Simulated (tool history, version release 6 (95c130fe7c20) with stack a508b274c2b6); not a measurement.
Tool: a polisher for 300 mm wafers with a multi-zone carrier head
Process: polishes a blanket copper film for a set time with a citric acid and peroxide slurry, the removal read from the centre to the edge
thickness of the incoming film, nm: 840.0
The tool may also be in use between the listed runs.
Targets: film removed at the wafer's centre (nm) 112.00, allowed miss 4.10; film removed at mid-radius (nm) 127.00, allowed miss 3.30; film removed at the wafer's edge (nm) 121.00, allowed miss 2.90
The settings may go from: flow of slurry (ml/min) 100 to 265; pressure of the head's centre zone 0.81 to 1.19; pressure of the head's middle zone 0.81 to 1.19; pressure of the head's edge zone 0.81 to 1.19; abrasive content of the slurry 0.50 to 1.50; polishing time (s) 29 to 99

run,hour,flow of slurry (ml/min),pressure of the head's centre zone,pressure of the head's middle zone,pressure of the head's edge zone,abrasive content of the slurry,polishing time (s),film removed at the wafer's centre (nm),film removed at mid-radius (nm),film removed at the wafer's edge (nm)
1,0.0,170,1.00,1.00,1.00,1.00,64,183.54,187.87,197.62
2,6.4,170,0.94,1.00,1.00,1.00,64,174.83,190.20,194.75
3,11.5,170,0.94,0.96,1.00,1.00,64,175.06,183.54,195.95
4,16.4,170,0.94,0.96,0.95,1.00,64,176.60,180.36,190.84
5,17.5,160,0.91,0.98,0.91,0.85,59,150.45,165.24,166.62
6,20.7,160,0.91,0.98,0.88,0.75,55,136.83,151.27,149.23
7,21.2,155,0.91,0.98,0.86,0.70,53,131.96,144.31,139.15
8,28.0,110,0.82,0.94,0.81,0.50,51,102.37,119.12,120.27
9,30.5,120,0.84,0.95,0.81,0.50,50,103.40,120.57,118.46
10,38.6,130,0.85,0.95,0.81,0.50,50,106.65,121.47,121.52

4 next moves are on the table. One of them brings every result within its allowed miss. Which?
A,46.7,180,0.84,0.93,0.96,0.50,44,?,?,?
B,46.7,130,0.81,0.99,0.86,0.65,50,?,?,?
C,46.7,170,0.88,0.98,0.82,0.50,48,?,?,?
D,46.7,100,0.92,0.93,0.90,0.50,50,?,?,?

move,film removed at the wafer's centre (nm),film removed at mid-radius (nm),film removed at the wafer's edge (nm)
A,96.68,111.36,118.84
B,103.48,131.17,128.03
C,109.53,125.86,119.83
D,106.77,113.75,121.56
A: further off than the last run
B: takes the result that was furthest off past its target
C: meets every target
D: further off than the last run
The right move is C.
